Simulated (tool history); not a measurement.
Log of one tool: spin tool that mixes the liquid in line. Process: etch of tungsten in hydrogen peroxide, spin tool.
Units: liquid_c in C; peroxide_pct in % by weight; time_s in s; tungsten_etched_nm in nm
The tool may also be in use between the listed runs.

{"run": 1, "hour": 0.0, "liquid_c": 45.0, "peroxide_pct": 17, "time_s": 55, "tungsten_etched_nm": 91.535}
{"run": 2, "hour": 0.9, "liquid_c": 43.5, "peroxide_pct": 17, "time_s": 55, "tungsten_etched_nm": 83.033}
{"run": 3, "hour": 7.7, "liquid_c": 47.0, "peroxide_pct": 17, "time_s": 55, "tungsten_etched_nm": 104.02}
{"run": 4, "hour": 15.1, "liquid_c": 53.0, "peroxide_pct": 17, "time_s": 55, "tungsten_etched_nm": 149.27}
{"run": 5, "hour": 15.6, "liquid_c": 46.0, "peroxide_pct": 17, "time_s": 55, "tungsten_etched_nm": 97.049}
{"run": 6, "hour": 21.4, "liquid_c": 44.5, "peroxide_pct": 17, "time_s": 55, "tungsten_etched_nm": 88.793}
{"run": 7, "hour": 30.1, "liquid_c": 43.0, "peroxide_pct": 17, "time_s": 55, "tungsten_etched_nm": 80.357}
{"run": 8, "hour": 36.2, "liquid_c": 43.0, "peroxide_pct": 17, "time_s": 55, "tungsten_etched_nm": 80.329}
{"run": 9, "hour": 36.8, "liquid_c": 42.0, "peroxide_pct": 17, "time_s": 55, "tungsten_etched_nm": 75.086}

Forecast run 10:
{"run": 10, "hour": 41.5, "liquid_c": 41.0, "peroxide_pct": 17, "time_s": 55, "tungsten_etched_nm": "?"}

Run 10 gave tungsten_etched_nm 70.975 nm.

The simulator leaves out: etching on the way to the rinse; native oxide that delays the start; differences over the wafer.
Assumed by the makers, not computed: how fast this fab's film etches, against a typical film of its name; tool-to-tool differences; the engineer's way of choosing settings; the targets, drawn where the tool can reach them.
